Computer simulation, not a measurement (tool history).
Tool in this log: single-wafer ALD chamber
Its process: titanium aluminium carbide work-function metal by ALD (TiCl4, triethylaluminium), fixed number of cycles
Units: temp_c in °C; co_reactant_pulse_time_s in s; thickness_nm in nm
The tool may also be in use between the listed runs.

run  hour  temp_c  co_reactant_pulse_time_s  thickness_nm
  1   0.0     300                     11.16        1.9829
  2   8.8     291                     11.16        1.9122
  3  16.6     296                     12.02        1.9549
  4  20.5     307                     12.02        2.0652
  5  23.9     309                     12.32        2.0877
  6  29.4     311                     12.58        2.1045
  7  31.8     313                     12.80        2.1228

Run 8 has not been measured yet. What should we expect?
  8  34.3     314                     12.98             ?

{"run 8": {"thickness_nm": 2.1369}}
